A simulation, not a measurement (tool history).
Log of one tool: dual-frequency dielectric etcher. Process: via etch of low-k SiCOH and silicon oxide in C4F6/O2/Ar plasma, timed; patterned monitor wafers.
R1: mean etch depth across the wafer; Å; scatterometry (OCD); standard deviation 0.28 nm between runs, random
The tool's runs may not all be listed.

run 1 hour=0 | source_power_(W)=290 bias_power_(W)=238 etch_time_(s)=31 | R1=722.98
run 2 hour=1.9 | source_power_(W)=270 bias_power_(W)=238 etch_time_(s)=31 | R1=695.75
run 3 hour=5.1 | source_power_(W)=270 bias_power_(W)=238 etch_time_(s)=28.5 | R1=641.8
run 4 hour=8.7 | source_power_(W)=270 bias_power_(W)=238 etch_time_(s)=28.5 | R1=641.81
run 5 hour=16.1 | source_power_(W)=220 bias_power_(W)=238 etch_time_(s)=28.5 | R1=588.18
run 6 hour=17.6 | source_power_(W)=280 bias_power_(W)=249 etch_time_(s)=28.5 | R1=667.73
run 7 hour=20.3 | source_power_(W)=340 bias_power_(W)=284 etch_time_(s)=29 | R1=792.73
-- hour=29.1 wet clean of the chamber
run 8 hour=29.1 | source_power_(W)=390 bias_power_(W)=288 etch_time_(s)=29 | R1=879.49

What does the tool deliver on the next run?
run 9 hour=35.9 | source_power_(W)=380 bias_power_(W)=287 etch_time_(s)=29 | R1=?

For run 9 the tool returned R1 871.4 Å.
